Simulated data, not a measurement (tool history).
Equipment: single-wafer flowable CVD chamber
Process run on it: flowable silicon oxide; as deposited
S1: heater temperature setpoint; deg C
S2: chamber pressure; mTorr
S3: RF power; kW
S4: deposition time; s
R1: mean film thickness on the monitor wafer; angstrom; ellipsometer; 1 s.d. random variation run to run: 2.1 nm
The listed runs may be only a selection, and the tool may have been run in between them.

| run | day | S1 | S2 | S3 | S4 | R1 |
|---|---|---|---|---|---|---|
| 1 | 0 | 95 | 909 | 2.52 | 697 | 6747 |
| 2 | 0.379 | 86 | 909 | 2.52 | 697 | 9063.5 |
| 3 | 0.658 | 92 | 907 | 2.52 | 697 | 7490.1 |
| 4 | 0.729 | 92 | 907 | 2.82 | 697 | 7484.6 |
| 5 | 0.967 | 96 | 906 | 2.82 | 697 | 6574.9 |
| 6 | 1.054 | 99 | 905 | 2.82 | 697 | 5916.5 |
| 7 | 1.088 | 101 | 904 | 2.82 | 697 | 5462.2 |

Expected results for the next run?
| 8 | 1.321 | 102 | 904 | 2.82 | 697 | ? |

R1: 5314 angstrom

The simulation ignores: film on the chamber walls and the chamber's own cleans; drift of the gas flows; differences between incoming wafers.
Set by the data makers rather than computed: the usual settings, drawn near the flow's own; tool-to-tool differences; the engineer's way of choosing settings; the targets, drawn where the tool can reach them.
